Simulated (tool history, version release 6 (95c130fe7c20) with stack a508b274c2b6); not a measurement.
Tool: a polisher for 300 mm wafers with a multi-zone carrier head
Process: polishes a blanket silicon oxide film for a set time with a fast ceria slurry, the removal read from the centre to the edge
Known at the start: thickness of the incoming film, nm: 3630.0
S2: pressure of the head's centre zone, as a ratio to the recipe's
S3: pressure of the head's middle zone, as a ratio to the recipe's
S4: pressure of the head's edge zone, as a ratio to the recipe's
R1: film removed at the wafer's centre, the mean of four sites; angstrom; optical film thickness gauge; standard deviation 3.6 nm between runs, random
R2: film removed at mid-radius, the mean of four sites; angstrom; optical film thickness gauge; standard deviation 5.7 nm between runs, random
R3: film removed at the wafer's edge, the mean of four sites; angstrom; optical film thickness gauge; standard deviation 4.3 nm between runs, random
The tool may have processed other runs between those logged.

run 1 day=0 | flow_of_slurry_(ml/min)=315 S2=1 S3=1 S4=1 polishing_time_(s)=37 | R1=4312.2 R2=4201 R3=4194.2
run 2 day=0.238 | flow_of_slurry_(ml/min)=315 S2=1 S3=1 S4=0.93 polishing_time_(s)=37 | R1=4346 R2=4203.7 R3=4064.7
run 3 day=0.362 | flow_of_slurry_(ml/min)=270 S2=1 S3=1 S4=0.93 polishing_time_(s)=37 | R1=4197.1 R2=4015.9 R3=3964.8
run 4 day=0.588 | flow_of_slurry_(ml/min)=270 S2=1 S3=0.93 S4=0.93 polishing_time_(s)=37 | R1=4215.6 R2=3878.8 R3=4009.1
run 5 day=0.671 | flow_of_slurry_(ml/min)=315 S2=1.04 S3=0.93 S4=1 polishing_time_(s)=38 | R1=4594.6 R2=4029 R3=4256.2
run 6 day=0.792 | flow_of_slurry_(ml/min)=315 S2=1.04 S3=0.93 S4=1.05 polishing_time_(s)=38 | R1=4566.7 R2=4028.3 R3=4304.9
run 7 day=0.962 | flow_of_slurry_(ml/min)=335 S2=1.06 S3=0.93 S4=1.08 polishing_time_(s)=40 | R1=4918.2 R2=4203.3 R3=4711.8

Expected results for the next run?
run 8 day=1.225 | flow_of_slurry_(ml/min)=355 S2=1.09 S3=0.96 S4=1.1 polishing_time_(s)=40 | R1=? R2=? R3=?

{"run 8": {"R1": 5082.9, "R2": 4322.9, "R3": 4733.7}}
